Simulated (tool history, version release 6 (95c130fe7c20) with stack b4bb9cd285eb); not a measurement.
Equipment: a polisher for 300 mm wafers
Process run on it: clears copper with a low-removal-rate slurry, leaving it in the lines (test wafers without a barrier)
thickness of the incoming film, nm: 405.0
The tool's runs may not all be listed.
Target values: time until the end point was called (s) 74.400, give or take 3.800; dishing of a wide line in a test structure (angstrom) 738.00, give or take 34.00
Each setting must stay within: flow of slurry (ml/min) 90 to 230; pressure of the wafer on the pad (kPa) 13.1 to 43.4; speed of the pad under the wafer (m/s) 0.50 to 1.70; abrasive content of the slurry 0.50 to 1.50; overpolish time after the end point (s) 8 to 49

run	hour	flow of slurry (ml/min)	pressure of the wafer on the pad (kPa)	speed of the pad under the wafer (m/s)	abrasive content of the slurry	overpolish time after the end point (s)	time until the end point was called (s)	dishing of a wide line in a test structure (angstrom)
1	0.0	150	28.3	1.10	1.00	25	99.641	584.54
2	4.9	150	28.3	1.20	1.00	25	91.162	629.57
3	7.3	150	29.0	1.20	1.00	25	90.732	645.12
4	15.8	185	29.0	1.20	1.00	25	88.437	651.11
5	23.0	185	29.0	1.20	1.15	25	83.146	664.03
6	30.2	185	29.6	1.20	1.15	25	81.611	685.03
7	37.4	185	30.3	1.20	1.15	25	83.026	686.41
8	42.2	185	31.0	1.20	1.15	25	79.927	701.58

Of the 4 settings listed for the next run, only one would bring every result within its allowed miss of target. Which one?
A	47.0	160	31.7	1.46	1.20	27	?	?
B	47.0	170	34.5	1.16	0.85	28	?	?
C	47.0	215	35.9	1.12	1.10	25	?	?
D	47.0	175	37.2	1.28	0.90	19	?	?

move	time until the end point was called (s)	dishing of a wide line in a test structure (angstrom)
A	64.536	809.22
B	81.325	733.02
C	73.681	729.14
D	67.262	652.16
A: pushes the last run's worst result past its target
B: the biggest miss grows against the last run
C: each result inside its tolerance
D: pushes the last run's worst result past its target
C is the move that brings every result within its allowed miss.

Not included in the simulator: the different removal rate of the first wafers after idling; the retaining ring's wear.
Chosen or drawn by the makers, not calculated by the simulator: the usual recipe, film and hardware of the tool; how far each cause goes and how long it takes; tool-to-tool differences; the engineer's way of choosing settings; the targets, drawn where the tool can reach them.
